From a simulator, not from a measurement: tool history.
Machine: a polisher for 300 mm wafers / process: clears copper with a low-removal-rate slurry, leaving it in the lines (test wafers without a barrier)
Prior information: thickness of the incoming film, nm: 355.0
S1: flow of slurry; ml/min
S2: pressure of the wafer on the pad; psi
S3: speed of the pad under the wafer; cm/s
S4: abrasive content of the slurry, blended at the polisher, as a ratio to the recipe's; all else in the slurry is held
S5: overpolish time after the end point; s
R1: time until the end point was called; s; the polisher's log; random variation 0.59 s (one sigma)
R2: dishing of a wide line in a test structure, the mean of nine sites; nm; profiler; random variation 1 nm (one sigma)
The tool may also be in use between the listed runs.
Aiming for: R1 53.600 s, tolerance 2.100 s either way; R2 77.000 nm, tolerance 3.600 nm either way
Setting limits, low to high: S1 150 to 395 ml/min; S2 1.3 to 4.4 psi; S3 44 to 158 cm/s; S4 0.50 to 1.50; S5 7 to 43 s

run,hour,S1,S2,S3,S4,S5,R1,R2
1,0.0,250,2.8,100,1.00,22,113.700,47.102
2,2.5,250,2.8,100,0.80,22,118.420,45.016
3,10.2,250,2.8,80,0.80,22,148.180,38.545
4,13.5,250,3.4,80,0.80,22,119.360,46.063
5,18.0,250,3.4,80,0.70,22,121.980,45.095
6,19.9,250,3.4,80,0.70,28,124.450,54.377
7,24.0,250,3.6,90,0.70,26,105.970,59.379
8,28.2,255,3.8,98,0.70,24,92.257,61.740

Which one of the following 5 next-run settings gets every result inside its allowed miss? There is exactly one.
A,32.4,260,4.4,138,0.90,19,?,?
B,32.4,280,4.0,106,0.90,27,?,?
C,32.4,295,4.4,100,0.80,31,?,?
D,32.4,275,4.3,106,0.80,28,?,?
E,32.4,290,2.9,88,0.55,26,?,?

move,R1,R2
A,52.679,76.498
B,74.254,76.312
C,72.815,85.697
D,70.844,81.353
E,132.500,46.647
A: each result inside its tolerance
B: nearer the targets than the last run, but a result is still out of spec
C: nearer the targets than the last run, but a result is still out of spec
D: nearer the targets than the last run, but a result is still out of spec
E: the biggest miss grows against the last run
The move that meets every target is A.
